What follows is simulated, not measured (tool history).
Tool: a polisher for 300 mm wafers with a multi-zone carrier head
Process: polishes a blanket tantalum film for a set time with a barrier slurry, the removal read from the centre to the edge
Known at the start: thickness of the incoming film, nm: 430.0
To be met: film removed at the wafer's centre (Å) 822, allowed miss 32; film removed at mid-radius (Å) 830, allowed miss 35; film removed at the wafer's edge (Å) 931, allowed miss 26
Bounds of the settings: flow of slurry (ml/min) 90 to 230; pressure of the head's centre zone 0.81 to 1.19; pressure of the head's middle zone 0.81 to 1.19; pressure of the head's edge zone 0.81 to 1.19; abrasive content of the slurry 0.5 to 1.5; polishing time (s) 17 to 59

run  hour  flow of slurry (ml/min)  pressure of the head's centre zone  pressure of the head's middle zone  pressure of the head's edge zone  abrasive content of the slurry  polishing time (s)  film removed at the wafer's centre (Å)  film removed at mid-radius (Å)  film removed at the wafer's edge (Å)
  1     0                      150                                   1                                   1                                 1                               1                  38                                   646.7                          646.21                                657.18
  2   5.5                      150                                1.09                                   1                                 1                               1                  38                                  721.82                          636.34                                652.58
  3   7.2                      150                                1.09                                0.93                                 1                               1                  38                                  705.66                          600.58                                658.42
  4  13.7                      155                                1.07                                0.94                              1.02                            1.05                  38                                  701.22                          633.34                                672.91
  5  14.5                      155                                1.07                                0.92                              1.04                             1.1                  39                                   747.5                          647.94                                709.66
  6  17.3                      155                                1.05                                0.91                              1.06                            1.15                  39                                  750.41                          648.92                                724.12
     26.3  -- worn pad replaced by a new one
  7  26.3                      160                                1.03                                0.91                              1.08                             1.2                  39                                  800.89                          719.25                                811.95
  8  28.3                      160                                1.03                                0.91                              1.08                             1.2                  39                                  807.09                          716.97                                820.32
  9  29.8                      165                                1.02                                0.91                              1.08                             1.2                  39                                  805.97                          694.62                                793.79
 10  38.7                      165                                   1                                0.92                              1.09                             1.2                  39                                  784.66                          728.28                                813.24
 11  39.9                      170                                0.99                                0.92                               1.1                             1.2                  39                                  778.91                          714.39                                819.56

4 next moves are on the table. One of them brings every result within its allowed miss. Which?
  A  41.1                      130                                0.96                                0.97                              1.15                             1.1                  46                                       ?                               ?                                     ?
  B  41.1                      155                                0.98                                1.04                              0.95                            1.15                  39                                       ?                               ?                                     ?
  C  41.1                      190                                1.06                                0.81                              0.98                             1.1                  39                                       ?                               ?                                     ?
  D  41.1                      150                                0.97                                0.92                              1.16                             1.2                  36                                       ?                               ?                                     ?

move  film removed at the wafer's centre (Å)  film removed at mid-radius (Å)  film removed at the wafer's edge (Å)
   A                                  821.66                          852.68                                916.97
   B                                  750.56                          806.76                                735.23
   C                                  827.39                          671.73                                760.14
   D                                  688.05                           674.1                                754.63
A: meets every target
B: further off than the last run
C: further off than the last run
D: further off than the last run
Answer: A
